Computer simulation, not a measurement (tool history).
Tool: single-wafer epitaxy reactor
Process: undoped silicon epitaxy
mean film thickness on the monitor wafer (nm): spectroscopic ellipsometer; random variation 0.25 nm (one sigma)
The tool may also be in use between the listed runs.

run    day  wafer temperature setpoint (pyrometer-controlled) (K)  deposition time (s)  mean film thickness on the monitor wafer (nm)
  1  0.000                                                 928.15                  257                                         50.877
  2  0.271                                                 932.15                  257                                         56.246
  3  0.517                                                 932.15                  285                                         62.365
  4  0.662                                                 932.15                  254                                         55.762
  5  0.942                                                 921.15                  254                                         42.284
  6  1.083                                                 927.15                  255                                         49.465

The next listed run, before its measurement:
  7  1.375                                                 931.15                  256                                              ?

{"run 7": {"mean film thickness on the monitor wafer (nm)": 54.624}}
